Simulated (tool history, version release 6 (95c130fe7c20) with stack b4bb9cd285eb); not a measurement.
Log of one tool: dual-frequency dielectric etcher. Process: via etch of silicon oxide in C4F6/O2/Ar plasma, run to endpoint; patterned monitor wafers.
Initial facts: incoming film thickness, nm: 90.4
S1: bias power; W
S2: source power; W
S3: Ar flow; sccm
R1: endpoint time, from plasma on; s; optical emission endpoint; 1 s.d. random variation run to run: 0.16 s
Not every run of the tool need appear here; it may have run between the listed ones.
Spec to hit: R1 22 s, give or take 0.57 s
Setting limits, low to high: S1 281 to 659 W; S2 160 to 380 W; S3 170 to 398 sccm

run	hour	S1	S2	S3	R1
1	0	470	270	284	25.393
2	7.7	513	280	282	23.898
3	10	536	280	281	23.105
4	15.6	548	280	281	23.127
5	18.4	548	280	327	23.801
6	24.1	548	280	304	23.563
7	27.7	567	280	303	22.916
8	31.4	578	280	303	22.839
9	40.4	589	280	303	22.657

Exactly one of the 4 candidate moves below puts every result within its allowed miss. Which one?
A	49.4	626	310	299	?
B	49.4	632	320	290	?
C	49.4	659	300	268	?
D	49.4	587	300	305	?

move	R1
A	21.021
B	20.592
C	20.634
D	21.976
A: moves the result that the last run missed by most past its target, out the other side
B: moves the result that the last run missed by most past its target, out the other side
C: moves the result that the last run missed by most past its target, out the other side
D: all results in spec
D meets every target.
